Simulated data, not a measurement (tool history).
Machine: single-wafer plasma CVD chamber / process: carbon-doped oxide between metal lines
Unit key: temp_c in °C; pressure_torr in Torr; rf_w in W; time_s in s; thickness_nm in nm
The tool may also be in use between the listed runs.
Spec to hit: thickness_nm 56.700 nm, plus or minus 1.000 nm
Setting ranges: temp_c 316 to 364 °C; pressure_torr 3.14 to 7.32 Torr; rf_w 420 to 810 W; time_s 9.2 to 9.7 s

run,hour,temp_c,pressure_torr,rf_w,time_s,thickness_nm
1,0.0,340,5.23,615,9.7,63.480
2,5.0,340,5.23,615,9.7,63.260
3,8.6,331,5.23,615,9.7,65.115
4,9.3,331,5.23,615,9.2,61.383
5,14.0,333,4.96,605,9.2,60.075
6,16.4,333,4.63,605,9.2,59.548
7,21.7,335,4.48,605,9.2,59.283
8,28.9,336,4.33,600,9.2,58.454
9,31.2,337,4.23,600,9.2,58.354

Pick the move, out of 5, that brings all results within their allowed miss; only one does.
A,33.5,346,3.32,600,9.2,?
B,33.5,355,3.64,560,9.6,?
C,33.5,332,3.70,585,9.2,?
D,33.5,335,4.57,580,9.5,?
E,33.5,335,4.50,485,9.7,?

move,thickness_nm
A,54.897
B,54.029
C,56.785
D,59.223
E,53.755
A: moves the result that the last run missed by most past its target, out the other side
B: moves the result that the last run missed by most past its target, out the other side
C: every result lands within tolerance
D: misses by more than the last run did
E: moves the result that the last run missed by most past its target, out the other side
Answer: C
